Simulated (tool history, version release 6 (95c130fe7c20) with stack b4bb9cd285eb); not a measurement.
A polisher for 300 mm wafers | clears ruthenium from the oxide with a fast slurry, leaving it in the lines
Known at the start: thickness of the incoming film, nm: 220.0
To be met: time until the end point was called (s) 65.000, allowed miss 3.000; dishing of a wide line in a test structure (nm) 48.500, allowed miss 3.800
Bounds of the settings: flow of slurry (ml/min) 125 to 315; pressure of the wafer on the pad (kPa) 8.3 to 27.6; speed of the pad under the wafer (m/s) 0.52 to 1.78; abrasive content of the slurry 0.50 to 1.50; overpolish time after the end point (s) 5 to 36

| run | hour | flow of slurry (ml/min) | pressure of the wafer on the pad (kPa) | speed of the pad under the wafer (m/s) | abrasive content of the slurry | overpolish time after the end point (s) | time until the end point was called (s) | dishing of a wide line in a test structure (nm) |
|---|---|---|---|---|---|---|---|---|
| 1 | 0.0 | 205 | 17.9 | 1.14 | 1.00 | 18 | 47.085 | 58.132 |
| 2 | 4.4 | 205 | 16.5 | 1.14 | 1.00 | 18 | 50.073 | 54.849 |
| 3 | 9.9 | 205 | 16.5 | 1.14 | 1.20 | 18 | 47.370 | 58.466 |
| 4 | 16.3 | 205 | 15.2 | 1.14 | 1.20 | 18 | 51.430 | 54.989 |
| 5 | 22.7 | 160 | 15.2 | 1.14 | 1.20 | 18 | 52.816 | 52.633 |
| 6 | 31.3 | 160 | 14.5 | 1.14 | 1.20 | 18 | 53.847 | 52.563 |
| 7 | 37.0 | 160 | 13.8 | 1.14 | 1.20 | 18 | 58.341 | 49.737 |
| 8 | 39.1 | 160 | 13.1 | 1.14 | 1.20 | 18 | 60.609 | 45.605 |
| 9 | 43.0 | 160 | 13.1 | 1.14 | 1.20 | 19 | 61.839 | 51.036 |

5 next moves are on the table. One of them brings every result within its allowed miss. Which?
| A | 46.9 | 200 | 11.0 | 1.06 | 1.50 | 28 | ? | ? |
| B | 46.9 | 170 | 11.0 | 1.26 | 1.10 | 20 | ? | ? |
| C | 46.9 | 145 | 13.8 | 0.94 | 1.15 | 22 | ? | ? |
| D | 46.9 | 175 | 11.7 | 1.06 | 1.20 | 27 | ? | ? |
| E | 46.9 | 165 | 13.1 | 0.90 | 1.50 | 27 | ? | ? |

| move | time until the end point was called (s) | dishing of a wide line in a test structure (nm) |
|---|---|---|
| A | 70.918 | 58.881 |
| B | 66.720 | 47.220 |
| C | 71.962 | 47.991 |
| D | 72.377 | 56.330 |
| E | 71.947 | 56.594 |
A: takes the result that was furthest off past its target
B: meets every target
C: takes the result that was furthest off past its target
D: takes the result that was furthest off past its target
E: takes the result that was furthest off past its target
Move B is the one to make.
